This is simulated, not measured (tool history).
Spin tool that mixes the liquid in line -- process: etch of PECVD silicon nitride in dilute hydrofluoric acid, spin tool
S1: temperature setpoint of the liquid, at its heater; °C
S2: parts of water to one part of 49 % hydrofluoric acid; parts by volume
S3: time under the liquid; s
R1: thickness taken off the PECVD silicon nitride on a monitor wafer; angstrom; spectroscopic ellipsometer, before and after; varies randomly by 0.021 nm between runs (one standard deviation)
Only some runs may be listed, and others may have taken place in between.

run,hour,S1,S2,S3,R1
1,0.0,21,265,85,16.409
2,3.0,22,265,85,17.434
3,8.3,24,265,85,19.714
4,12.8,21,265,85,16.373
5,17.3,21,265,85,16.374
6,26.4,21,265,85,16.500

For run 7, what comes out?
7,30.0,22,265,85,?

Run 7 produced R1 17.531 angstrom.
